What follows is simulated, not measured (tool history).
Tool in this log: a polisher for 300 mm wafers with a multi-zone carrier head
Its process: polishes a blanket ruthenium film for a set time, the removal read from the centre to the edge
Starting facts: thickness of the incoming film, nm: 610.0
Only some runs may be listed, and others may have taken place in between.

run,hour,flow of slurry (ml/min),pressure of the head's centre zone,pressure of the head's middle zone,pressure of the head's edge zone,polishing time (s),film removed at the wafer's centre (Å),film removed at mid-radius (Å),film removed at the wafer's edge (Å)
1,0,175,1,1,1,80,858.97,855.76,878.99
2,2.8,140,1,1,1,80,817.26,846.08,847.83
3,10.3,175,1,1,1,80,863.87,852.75,867.67
4,18.8,185,0.96,0.97,1.06,84,857.52,891.87,935.36
5,25.8,200,0.94,0.92,1.1,88,873.94,897.63,1016.2
6,32.7,185,0.94,0.92,1.1,88,890.06,893.4,1017.1
7,34.3,185,0.93,0.91,1.13,91,896.86,910.02,1061.2
8,40.9,195,0.92,0.9,1.15,93,899.96,929.58,1101.1
9,48.5,200,0.92,0.89,1.16,94,936.99,920.75,1106.4

Run 10 comes next. What will it give?
10,57.4,200,0.91,0.88,1.17,96,?,?,?

film removed at the wafer's centre (Å): 945.49
film removed at mid-radius (Å): 947.32
film removed at the wafer's edge (Å): 1149
